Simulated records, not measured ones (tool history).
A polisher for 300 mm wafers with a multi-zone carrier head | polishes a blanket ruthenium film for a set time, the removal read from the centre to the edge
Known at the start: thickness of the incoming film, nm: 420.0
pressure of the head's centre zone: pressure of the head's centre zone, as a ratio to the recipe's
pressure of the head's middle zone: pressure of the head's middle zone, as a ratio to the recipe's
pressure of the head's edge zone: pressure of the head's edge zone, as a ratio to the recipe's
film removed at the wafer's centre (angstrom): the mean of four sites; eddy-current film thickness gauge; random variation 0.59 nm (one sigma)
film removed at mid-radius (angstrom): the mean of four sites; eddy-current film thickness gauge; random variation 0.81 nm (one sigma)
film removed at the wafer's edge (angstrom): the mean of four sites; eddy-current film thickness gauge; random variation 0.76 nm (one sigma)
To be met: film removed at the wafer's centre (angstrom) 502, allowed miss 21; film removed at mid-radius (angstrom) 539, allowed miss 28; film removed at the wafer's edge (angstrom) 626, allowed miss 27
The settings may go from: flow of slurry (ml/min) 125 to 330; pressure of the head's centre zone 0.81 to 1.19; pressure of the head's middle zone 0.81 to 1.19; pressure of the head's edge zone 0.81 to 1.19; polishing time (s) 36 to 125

run	hour	flow of slurry (ml/min)	pressure of the head's centre zone	pressure of the head's middle zone	pressure of the head's edge zone	polishing time (s)	film removed at the wafer's centre (angstrom)	film removed at mid-radius (angstrom)	film removed at the wafer's edge (angstrom)
1	0	210	1	1	1	80	914.41	894.45	924.72
2	0.7	210	1	1	1	98	1127.3	1133.4	1136.3
3	7.4	200	0.96	0.98	1	87	950.54	969.98	1022.2
4	16.4	195	0.94	0.97	0.99	77	814.77	866.43	898.87
5	23.6	190	0.93	0.95	1	70	725.21	760.53	817.19
6	31.6	185	0.92	0.93	1	65	679.83	681.03	751.69
7	36.8	180	0.9	0.92	1	62	626.95	644.29	704.2
8	40.4	175	0.88	0.91	1.01	61	597.76	622.12	708.47
9	47.3	170	0.87	0.9	1	60	582.05	620.03	693.66
10	55.8	165	0.86	0.89	1	59	561.36	593.6	669.7
11	63.4	160	0.85	0.88	1	59	545.99	596.8	653.44
12	65.7	160	0.84	0.87	1.01	59	552.6	582.59	670.07
13	72.1	140	0.81	0.86	0.99	54	465.73	531.44	599.59
14	78.5	145	0.81	0.86	1	54	470.49	535.95	610.47
15	80	150	0.81	0.86	1	54	478.53	530.91	620.65

4 next moves are on the table. One of them brings every result within its allowed miss. Which?
A	81.5	155	0.81	0.91	0.9	53	?	?	?
B	81.5	220	0.85	0.81	1.11	51	?	?	?
C	81.5	130	0.85	0.89	1.05	55	?	?	?
D	81.5	215	0.81	0.88	0.88	52	?	?	?

move	film removed at the wafer's centre (angstrom)	film removed at mid-radius (angstrom)	film removed at the wafer's edge (angstrom)
A	474.61	548.04	577.96
B	497.68	495.55	632.01
C	506.59	548.05	637.16
D	482.44	539.97	574.93
A: further off than the last run
B: brings the result that was furthest off to its target, and leaves another outside
C: meets every target
D: brings the result that was furthest off to its target, and leaves another outside
The right move is C.

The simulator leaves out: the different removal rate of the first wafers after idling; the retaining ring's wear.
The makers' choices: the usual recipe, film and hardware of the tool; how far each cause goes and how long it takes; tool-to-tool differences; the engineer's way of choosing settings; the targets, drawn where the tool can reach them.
